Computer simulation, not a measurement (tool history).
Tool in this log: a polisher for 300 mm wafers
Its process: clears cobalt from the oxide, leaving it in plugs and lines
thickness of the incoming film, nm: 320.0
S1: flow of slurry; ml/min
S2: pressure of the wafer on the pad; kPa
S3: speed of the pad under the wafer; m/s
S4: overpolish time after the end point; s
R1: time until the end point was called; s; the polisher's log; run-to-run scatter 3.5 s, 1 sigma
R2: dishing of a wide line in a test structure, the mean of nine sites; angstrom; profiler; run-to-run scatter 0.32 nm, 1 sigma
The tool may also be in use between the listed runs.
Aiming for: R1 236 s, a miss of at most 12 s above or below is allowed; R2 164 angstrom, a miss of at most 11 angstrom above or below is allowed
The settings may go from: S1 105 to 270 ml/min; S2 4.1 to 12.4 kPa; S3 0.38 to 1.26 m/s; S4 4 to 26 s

{"run": 1, "day": 0.0, "S1": 175, "S2": 8.3, "S3": 0.82, "S4": 13, "R1": 147.28, "R2": 159.66}
{"run": 2, "day": 0.179, "S1": 175, "S2": 7.6, "S3": 0.82, "S4": 14, "R1": 149.26, "R2": 164.03}
{"run": 3, "day": 0.512, "S1": 175, "S2": 6.9, "S3": 0.8, "S4": 15, "R1": 160.29, "R2": 168.37}
{"run": 4, "day": 0.662, "S1": 175, "S2": 5.5, "S3": 0.8, "S4": 15, "R1": 194.2, "R2": 154.46}
{"run": 5, "day": 0.8, "S1": 175, "S2": 4.1, "S3": 0.8, "S4": 15, "R1": 233.31, "R2": 138.82}
{"run": 6, "day": 1.121, "S1": 215, "S2": 4.1, "S3": 0.8, "S4": 15, "R1": 223.27, "R2": 143.99}
{"run": 7, "day": 1.3, "S1": 215, "S2": 4.1, "S3": 0.8, "S4": 16, "R1": 228.79, "R2": 143.91}
{"run": 8, "day": 1.383, "S1": 215, "S2": 4.1, "S3": 0.8, "S4": 17, "R1": 220.57, "R2": 153.32}

Which one of the following 5 next-run settings gets every result inside its allowed miss? There is exactly one.
{"run": "A", "day": 1.467, "S1": 215, "S2": 4.8, "S3": 0.82, "S4": 17, "R1": "?", "R2": "?"}
{"run": "B", "day": 1.467, "S1": 240, "S2": 4.1, "S3": 0.72, "S4": 26, "R1": "?", "R2": "?"}
{"run": "C", "day": 1.467, "S1": 210, "S2": 4.8, "S3": 0.8, "S4": 19, "R1": "?", "R2": "?"}
{"run": "D", "day": 1.467, "S1": 215, "S2": 4.1, "S3": 0.74, "S4": 21, "R1": "?", "R2": "?"}
{"run": "E", "day": 1.467, "S1": 225, "S2": 4.1, "S3": 0.7, "S4": 14, "R1": "?", "R2": "?"}

move=A R1=197.29 R2=165.66
move=B R1=229.23 R2=186.31
move=C R1=201.22 R2=172.59
move=D R1=230.63 R2=170.6
move=E R1=235.83 R2=136.46
A: further off than the last run
B: corrects the largest miss of the last run, while another result sits out of spec
C: further off than the last run
D: each result inside its tolerance
E: corrects the largest miss of the last run, while another result sits out of spec
The move that meets every target is D.

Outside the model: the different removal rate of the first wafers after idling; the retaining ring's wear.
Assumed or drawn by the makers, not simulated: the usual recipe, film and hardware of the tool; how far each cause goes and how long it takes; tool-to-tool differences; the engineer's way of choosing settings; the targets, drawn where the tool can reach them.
